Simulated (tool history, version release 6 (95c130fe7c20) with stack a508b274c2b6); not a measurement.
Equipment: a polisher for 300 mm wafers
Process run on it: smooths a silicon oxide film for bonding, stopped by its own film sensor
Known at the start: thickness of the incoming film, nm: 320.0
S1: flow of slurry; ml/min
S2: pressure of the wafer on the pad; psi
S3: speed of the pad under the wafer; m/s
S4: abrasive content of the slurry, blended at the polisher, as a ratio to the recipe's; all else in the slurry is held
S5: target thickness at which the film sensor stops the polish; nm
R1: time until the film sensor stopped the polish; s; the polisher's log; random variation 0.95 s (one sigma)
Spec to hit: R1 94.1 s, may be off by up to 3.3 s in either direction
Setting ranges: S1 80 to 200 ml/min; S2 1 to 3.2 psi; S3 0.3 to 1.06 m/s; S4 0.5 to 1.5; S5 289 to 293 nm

Run 1, hour 0: S1 130 ml/min, S2 2.1 psi, S3 0.68 m/s, S4 1, S5 289 nm. Result: R1 66.468 s.
Run 2, hour 1.2: S1 160 ml/min, S2 2.1 psi, S3 0.68 m/s, S4 1, S5 289 nm. Result: R1 64.335 s.
Run 3, hour 9.8: S1 160 ml/min, S2 2.1 psi, S3 0.68 m/s, S4 1, S5 293 nm. Result: R1 55.556 s.
Run 4, hour 12: S1 160 ml/min, S2 1.7 psi, S3 0.68 m/s, S4 1, S5 293 nm. Result: R1 67.813 s.
Run 5, hour 20.8: S1 155 ml/min, S2 1.6 psi, S3 0.68 m/s, S4 1, S5 293 nm. Result: R1 72.231 s.
Run 6, hour 24.5: S1 150 ml/min, S2 1.6 psi, S3 0.68 m/s, S4 1, S5 293 nm. Result: R1 73.029 s.
Run 7, hour 32.8: S1 145 ml/min, S2 1.6 psi, S3 0.68 m/s, S4 1, S5 293 nm. Result: R1 73.059 s.
Run 8, hour 39.8: S1 130 ml/min, S2 1 psi, S3 0.66 m/s, S4 1, S5 293 nm. Result: R1 114.93 s.
Run 9, hour 43.9: S1 135 ml/min, S2 1 psi, S3 0.66 m/s, S4 1, S5 293 nm. Result: R1 113.09 s.
Run 10, hour 45.1: S1 140 ml/min, S2 1 psi, S3 0.66 m/s, S4 1, S5 293 nm. Result: R1 113.76 s.
Run 11, hour 45.7: S1 145 ml/min, S2 1 psi, S3 0.66 m/s, S4 1, S5 293 nm. Result: R1 112.16 s.
Run 12, hour 51.2: S1 150 ml/min, S2 1 psi, S3 0.66 m/s, S4 1, S5 293 nm. Result: R1 111.94 s.
Run 13, hour 53.6: S1 165 ml/min, S2 1.4 psi, S3 0.66 m/s, S4 1, S5 293 nm. Result: R1 82.41 s.
Run 14, hour 57.1: S1 160 ml/min, S2 1.4 psi, S3 0.66 m/s, S4 1, S5 293 nm. Result: R1 83.088 s.
Run 15, hour 60.8: S1 155 ml/min, S2 1.4 psi, S3 0.66 m/s, S4 1, S5 293 nm. Result: R1 83.652 s.
Run 16, hour 69.5: S1 150 ml/min, S2 1.4 psi, S3 0.66 m/s, S4 1, S5 293 nm. Result: R1 82.215 s.
Run 17, hour 73.8: S1 150 ml/min, S2 1.1 psi, S3 0.66 m/s, S4 1, S5 293 nm. Result: R1 102.49 s.
Run 18, hour 76.3: S1 155 ml/min, S2 1.1 psi, S3 0.66 m/s, S4 1, S5 293 nm. Result: R1 102.6 s.
Run 19, hour 81.9: S1 160 ml/min, S2 1.1 psi, S3 0.66 m/s, S4 1, S5 293 nm. Result: R1 102.18 s.
Run 20, hour 84.5: S1 170 ml/min, S2 1.3 psi, S3 0.66 m/s, S4 1, S5 293 nm. Result: R1 86.44 s.
Run 21, hour 92.5: S1 165 ml/min, S2 1.3 psi, S3 0.66 m/s, S4 1, S5 293 nm. Result: R1 90.039 s.
Run 22, hour 93.9: S1 160 ml/min, S2 1.3 psi, S3 0.66 m/s, S4 1, S5 293 nm. Result: R1 87.722 s.
Run 23, hour 98.1: S1 150 ml/min, S2 1.3 psi, S3 0.66 m/s, S4 1, S5 293 nm. Result: R1 87.153 s.

Consider the 5 candidate settings below. Which is the only one whose results all fall within their allowed miss of target?
Run A, hour 102.3: S1 155 ml/min, S2 1.5 psi, S3 0.62 m/s, S4 1.3, S5 289 nm. Result: R1 ?.
Run B, hour 102.3: S1 145 ml/min, S2 1.1 psi, S3 0.76 m/s, S4 1.15, S5 290 nm. Result: R1 ?.
Run C, hour 102.3: S1 135 ml/min, S2 1.5 psi, S3 0.58 m/s, S4 1, S5 293 nm. Result: R1 ?.
Run D, hour 102.3: S1 195 ml/min, S2 1.8 psi, S3 0.72 m/s, S4 0.8, S5 289 nm. Result: R1 ?.
Run E, hour 102.3: S1 155 ml/min, S2 1.5 psi, S3 0.74 m/s, S4 0.8, S5 291 nm. Result: R1 ?.

move      R1
   A   82.02
   B  94.066
   C  87.425
   D  78.342
   E  86.808
A: its largest miss is bigger than the last run's
B: meets every target
C: about the same distance from the targets as the last run
D: its largest miss is bigger than the last run's
E: about the same distance from the targets as the last run
B is the move that brings every result within its allowed miss.

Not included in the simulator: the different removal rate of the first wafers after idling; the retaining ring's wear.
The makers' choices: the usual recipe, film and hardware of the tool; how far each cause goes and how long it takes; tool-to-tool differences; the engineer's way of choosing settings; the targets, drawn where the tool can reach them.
